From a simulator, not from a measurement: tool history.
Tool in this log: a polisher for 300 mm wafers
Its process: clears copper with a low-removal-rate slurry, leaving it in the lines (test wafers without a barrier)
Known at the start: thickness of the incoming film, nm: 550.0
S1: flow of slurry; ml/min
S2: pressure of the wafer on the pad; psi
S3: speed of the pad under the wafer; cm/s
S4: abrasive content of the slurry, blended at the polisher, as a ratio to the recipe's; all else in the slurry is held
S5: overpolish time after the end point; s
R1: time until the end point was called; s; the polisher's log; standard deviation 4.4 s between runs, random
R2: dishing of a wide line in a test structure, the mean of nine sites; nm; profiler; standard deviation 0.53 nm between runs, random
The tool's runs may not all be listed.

| run | hour | S1 | S2 | S3 | S4 | S5 | R1 | R2 |
|---|---|---|---|---|---|---|---|---|
| 1 | 0.0 | 180 | 2.9 | 114 | 1.0 | 23 | 188.95 | 43.046 |
| 2 | 7.6 | 180 | 2.9 | 90 | 1.0 | 23 | 221.93 | 38.041 |
| 3 | 10.6 | 180 | 2.8 | 90 | 1.0 | 24 | 235.14 | 38.773 |
| 4 | 19.3 | 180 | 2.7 | 90 | 1.0 | 25 | 240.72 | 38.460 |
| 5 | 20.7 | 180 | 2.7 | 90 | 1.1 | 25 | 232.41 | 38.674 |
| 6 | 26.6 | 180 | 2.7 | 90 | 1.3 | 25 | 233.04 | 40.077 |

Forecast run 7:
| 7 | 35.2 | 170 | 2.1 | 88 | 1.3 | 30 | ? | ? |

Run 7 came out at R1 302.35 s, R2 36.016 nm.

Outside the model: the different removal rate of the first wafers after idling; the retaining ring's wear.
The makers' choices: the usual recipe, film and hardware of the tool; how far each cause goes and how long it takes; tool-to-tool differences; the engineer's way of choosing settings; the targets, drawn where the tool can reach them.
